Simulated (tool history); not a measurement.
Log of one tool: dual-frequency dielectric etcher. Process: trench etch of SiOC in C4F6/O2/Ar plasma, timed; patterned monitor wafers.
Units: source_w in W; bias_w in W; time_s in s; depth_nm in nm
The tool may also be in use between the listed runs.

run,day,source_w,bias_w,time_s,depth_nm
1,0.000,350,181,11.0,21.734
2,0.333,340,179,11.0,21.327
3,0.625,340,179,10.5,20.299
4,0.858,340,179,11.0,21.527
5,0.958,340,206,11.0,22.484
6,1.142,330,204,11.0,21.955
7,1.488,320,203,11.0,21.589
8,1.650,310,202,11.0,21.280

Forecast run 9:
9,1.858,300,201,11.0,?

depth_nm: 21.124 nm

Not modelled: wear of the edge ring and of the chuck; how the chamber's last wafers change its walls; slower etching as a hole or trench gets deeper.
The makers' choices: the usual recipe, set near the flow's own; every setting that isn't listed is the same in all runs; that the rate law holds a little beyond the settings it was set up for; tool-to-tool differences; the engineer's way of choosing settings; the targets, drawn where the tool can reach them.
